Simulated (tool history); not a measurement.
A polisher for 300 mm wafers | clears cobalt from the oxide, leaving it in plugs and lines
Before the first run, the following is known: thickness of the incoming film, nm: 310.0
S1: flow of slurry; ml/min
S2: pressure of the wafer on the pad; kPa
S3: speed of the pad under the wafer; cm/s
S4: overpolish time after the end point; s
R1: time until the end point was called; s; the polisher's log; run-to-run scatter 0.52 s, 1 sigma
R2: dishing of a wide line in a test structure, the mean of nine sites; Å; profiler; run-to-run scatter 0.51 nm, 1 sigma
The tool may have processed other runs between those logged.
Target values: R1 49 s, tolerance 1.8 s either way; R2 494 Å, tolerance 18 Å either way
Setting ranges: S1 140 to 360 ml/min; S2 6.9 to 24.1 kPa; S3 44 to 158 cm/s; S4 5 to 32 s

run 1 day=0 | S1=230 S2=15.2 S3=100 S4=16 | R1=72.252 R2=431.47
run 2 day=0.279 | S1=230 S2=11.7 S3=100 S4=16 | R1=83.401 R2=386.94
run 3 day=0.496 | S1=230 S2=15.2 S3=100 S4=16 | R1=74.598 R2=432.84
run 4 day=0.788 | S1=230 S2=15.9 S3=100 S4=15 | R1=70.533 R2=426.88
run 5 day=0.975 | S1=230 S2=18.6 S3=100 S4=15 | R1=63.507 R2=450.81
run 6 day=1.229 | S1=230 S2=19.3 S3=100 S4=15 | R1=62.292 R2=454.64
run 7 day=1.338 | S1=230 S2=20 S3=100 S4=15 | R1=60.715 R2=459.33
-- day=1.496 slurry nozzle cleaned
run 8 day=1.496 | S1=230 S2=20.7 S3=100 S4=15 | R1=56.093 R2=478.24
run 9 day=1.742 | S1=235 S2=22.1 S3=100 S4=14 | R1=53.707 R2=468.41
run 10 day=1.954 | S1=240 S2=22.8 S3=100 S4=14 | R1=52.056 R2=474.86
run 11 day=2.192 | S1=240 S2=23.4 S3=100 S4=14 | R1=50.478 R2=488.57

Which single option among these 5 for the next run brings every result within its allowed miss of target? Just one does.
run A day=2.429 | S1=145 S2=16.5 S3=134 S4=15 | R1=? R2=?
run B day=2.429 | S1=195 S2=24.1 S3=104 S4=14 | R1=? R2=?
run C day=2.429 | S1=285 S2=22.8 S3=96 S4=15 | R1=? R2=?
run D day=2.429 | S1=220 S2=24.1 S3=110 S4=12 | R1=? R2=?
run E day=2.429 | S1=275 S2=20.7 S3=104 S4=14 | R1=? R2=?

move=A R1=52.709 R2=486.57
move=B R1=49.258 R2=486.24
move=C R1=53.024 R2=485.46
move=D R1=45.857 R2=466.51
move=E R1=52.691 R2=470.54
A: its largest miss is bigger than the last run's
B: all results in spec
C: its largest miss is bigger than the last run's
D: carries the result that was furthest off beyond its target, to the other side
E: its largest miss is bigger than the last run's
Correct choice: B, which meets every target
